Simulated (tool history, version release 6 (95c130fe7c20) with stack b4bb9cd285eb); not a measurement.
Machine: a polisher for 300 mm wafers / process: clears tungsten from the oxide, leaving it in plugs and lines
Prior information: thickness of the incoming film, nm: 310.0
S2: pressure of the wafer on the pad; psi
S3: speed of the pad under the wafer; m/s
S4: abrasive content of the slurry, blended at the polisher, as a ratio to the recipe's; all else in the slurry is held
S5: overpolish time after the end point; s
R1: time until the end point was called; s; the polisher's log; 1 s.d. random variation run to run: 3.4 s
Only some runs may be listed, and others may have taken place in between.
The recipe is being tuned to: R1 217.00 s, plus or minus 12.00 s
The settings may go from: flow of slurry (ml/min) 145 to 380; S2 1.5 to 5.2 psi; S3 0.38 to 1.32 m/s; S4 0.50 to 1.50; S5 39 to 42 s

Run 1, hour 0.0: flow of slurry (ml/min) 245, S2 3.3 psi, S3 0.84 m/s, S4 1.00, S5 39 s. Result: R1 103.64 s.
Run 2, hour 6.8: flow of slurry (ml/min) 245, S2 3.0 psi, S3 0.82 m/s, S4 1.00, S5 39 s. Result: R1 111.40 s.
Run 3, hour 8.3: flow of slurry (ml/min) 245, S2 3.0 psi, S3 0.82 m/s, S4 0.80, S5 39 s. Result: R1 120.50 s.
Run 4, hour 15.2: flow of slurry (ml/min) 245, S2 3.0 psi, S3 0.82 m/s, S4 0.70, S5 39 s. Result: R1 119.80 s.
Run 5, hour 22.1: flow of slurry (ml/min) 245, S2 3.0 psi, S3 0.82 m/s, S4 0.80, S5 39 s. Result: R1 121.62 s.
Run 6, hour 23.1: flow of slurry (ml/min) 245, S2 3.0 psi, S3 0.82 m/s, S4 0.80, S5 42 s. Result: R1 122.15 s.
Run 7, hour 27.6: flow of slurry (ml/min) 245, S2 2.8 psi, S3 0.80 m/s, S4 0.80, S5 42 s. Result: R1 135.30 s.
Run 8, hour 33.0: flow of slurry (ml/min) 245, S2 2.6 psi, S3 0.80 m/s, S4 0.80, S5 42 s. Result: R1 138.52 s.
Run 9, hour 35.2: flow of slurry (ml/min) 245, S2 2.4 psi, S3 0.78 m/s, S4 0.80, S5 42 s. Result: R1 152.60 s.
Run 10, hour 43.1: flow of slurry (ml/min) 245, S2 2.3 psi, S3 0.76 m/s, S4 0.80, S5 42 s. Result: R1 167.71 s.
Run 11, hour 51.8: flow of slurry (ml/min) 245, S2 2.2 psi, S3 0.76 m/s, S4 0.80, S5 42 s. Result: R1 171.09 s.

Exercise: of the 5 proposed moves below, exactly one satisfies all targets within the stated allowed misses. Which move is it?
Run A, hour 60.5: flow of slurry (ml/min) 160, S2 1.7 psi, S3 0.80 m/s, S4 0.85, S5 42 s. Result: R1 ?.
Run B, hour 60.5: flow of slurry (ml/min) 275, S2 2.0 psi, S3 0.52 m/s, S4 0.60, S5 39 s. Result: R1 ?.
Run C, hour 60.5: flow of slurry (ml/min) 260, S2 2.4 psi, S3 0.78 m/s, S4 0.80, S5 42 s. Result: R1 ?.
Run D, hour 60.5: flow of slurry (ml/min) 250, S2 2.4 psi, S3 0.62 m/s, S4 0.70, S5 39 s. Result: R1 ?.
Run E, hour 60.5: flow of slurry (ml/min) 240, S2 1.9 psi, S3 0.74 m/s, S4 0.95, S5 39 s. Result: R1 ?.

move      R1
   A  220.71
   B  259.47
   C  154.09
   D  188.82
   E  196.46
A: all results land within tolerance of their targets
B: carries the result that was furthest off beyond its target, to the other side
C: moves away from the targets compared with the last run
D: an improvement on the last run, though not all results are within tolerance
E: an improvement on the last run, though not all results are within tolerance
Go with A: it meets all targets.

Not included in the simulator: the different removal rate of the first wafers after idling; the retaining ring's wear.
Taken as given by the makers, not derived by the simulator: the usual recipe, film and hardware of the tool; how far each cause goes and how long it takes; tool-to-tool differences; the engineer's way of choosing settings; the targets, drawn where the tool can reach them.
